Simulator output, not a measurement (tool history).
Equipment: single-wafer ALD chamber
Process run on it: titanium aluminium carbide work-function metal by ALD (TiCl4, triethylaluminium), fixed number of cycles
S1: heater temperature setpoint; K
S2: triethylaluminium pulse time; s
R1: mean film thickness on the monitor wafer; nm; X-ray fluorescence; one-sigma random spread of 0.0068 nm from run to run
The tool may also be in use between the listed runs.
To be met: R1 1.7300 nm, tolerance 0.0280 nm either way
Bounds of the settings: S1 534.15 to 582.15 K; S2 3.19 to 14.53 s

run 1 hour=0.0 | S1=558.15 S2=8.86 | R1=1.9142
run 2 hour=3.8 | S1=558.15 S2=11.02 | R1=1.9660
run 3 hour=6.2 | S1=558.15 S2=13.35 | R1=2.0080
run 4 hour=11.8 | S1=553.15 S2=12.62 | R1=1.9495
run 5 hour=17.0 | S1=561.15 S2=12.62 | R1=2.0169
run 6 hour=20.3 | S1=556.15 S2=11.84 | R1=1.9764
run 7 hour=25.8 | S1=552.15 S2=10.72 | R1=1.9123
run 8 hour=33.3 | S1=552.15 S2=10.72 | R1=1.9265

Below are 4 possible settings for the next run. Only one of them brings all results inside the allowed miss of their targets. Which is it?
run A hour=40.8 | S1=545.15 S2=8.41 | R1=?
run B hour=40.8 | S1=536.15 S2=8.32 | R1=?
run C hour=40.8 | S1=539.15 S2=9.51 | R1=?
run D hour=40.8 | S1=544.15 S2=9.78 | R1=?

move=A R1=1.7959
move=B R1=1.7149
move=C R1=1.7708
move=D R1=1.8207
A: gains on the last run, yet a result remains outside its allowed miss
B: hits every target within its allowed miss
C: gains on the last run, yet a result remains outside its allowed miss
D: gains on the last run, yet a result remains outside its allowed miss
B is the move that brings every result within its allowed miss.
